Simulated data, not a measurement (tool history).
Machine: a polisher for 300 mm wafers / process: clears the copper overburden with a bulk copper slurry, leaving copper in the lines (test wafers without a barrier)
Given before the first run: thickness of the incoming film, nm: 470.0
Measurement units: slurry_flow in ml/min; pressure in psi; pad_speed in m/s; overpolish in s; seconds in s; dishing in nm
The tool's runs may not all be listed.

run  hour  slurry_flow  pressure  pad_speed  slurry_solids  overpolish  seconds  dishing
  1     0          230         2          1              1          10   89.167    24.33
  2   8.3          230         2       1.14              1          10   79.201   25.394
  3  11.9          230         2       1.14            1.1          10   76.704    25.83
  4  16.1          285         2       1.14            1.1          10    77.26   25.924
  5  22.1          285         2       1.14           1.15          10   74.439   25.755
  6  24.3          285       2.3       1.14           1.15          10    64.15   27.384
     26.1  -- worn pad replaced by a new one
  7  26.1          285       2.2       1.14           1.15          10   61.193   27.484
  8    31          285       2.1       1.14           1.15          10   64.099    27.64
  9  37.6          280         2       1.14           1.15          10   68.108   27.282
 10  44.9          280       1.9       1.12           1.15          10   71.652   26.818

For run 11, what comes out?
 11  50.7          280       1.8        1.1           1.15          10        ?        ?

{"run 11": {"seconds": 78.052, "dishing": 25.721}}
